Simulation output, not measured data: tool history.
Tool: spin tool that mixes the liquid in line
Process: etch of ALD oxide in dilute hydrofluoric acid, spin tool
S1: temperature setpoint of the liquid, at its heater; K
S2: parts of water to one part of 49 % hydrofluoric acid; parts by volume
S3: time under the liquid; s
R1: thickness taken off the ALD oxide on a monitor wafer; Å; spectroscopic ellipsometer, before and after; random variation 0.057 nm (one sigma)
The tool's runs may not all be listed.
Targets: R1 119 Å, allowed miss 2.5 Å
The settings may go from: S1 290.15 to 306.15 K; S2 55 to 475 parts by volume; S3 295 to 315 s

| run | day | S1 | S2 | S3 | R1 |
|---|---|---|---|---|---|
| 1 | 0 | 298.15 | 265 | 295 | 150.5 |
| 2 | 0.308 | 301.15 | 265 | 295 | 165.7 |
| 3 | 0.442 | 298.15 | 265 | 295 | 150.64 |
| 4 | 0.679 | 294.65 | 265 | 295 | 134.33 |
| 5 | 0.921 | 294.65 | 220 | 295 | 167.47 |
| 6 | 1.079 | 293.15 | 235 | 295 | 147.63 |
| 7 | 1.167 | 290.15 | 265 | 295 | 112.82 |
| 8 | 1.538 | 290.65 | 265 | 295 | 114.85 |

4 next moves are on the table. One of them brings every result within its allowed miss. Which?
| A | 1.908 | 295.15 | 305 | 295 | ? |
| B | 1.908 | 290.65 | 260 | 315 | ? |
| C | 1.908 | 291.65 | 265 | 295 | ? |
| D | 1.908 | 290.65 | 265 | 315 | ? |

| move | R1 |
|---|---|
| A | 113.77 |
| B | 126.14 |
| C | 119.79 |
| D | 123.2 |
A: further off than the last run
B: takes the result that was furthest off past its target
C: meets every target
D: takes the result that was furthest off past its target
Move C is the one to make.
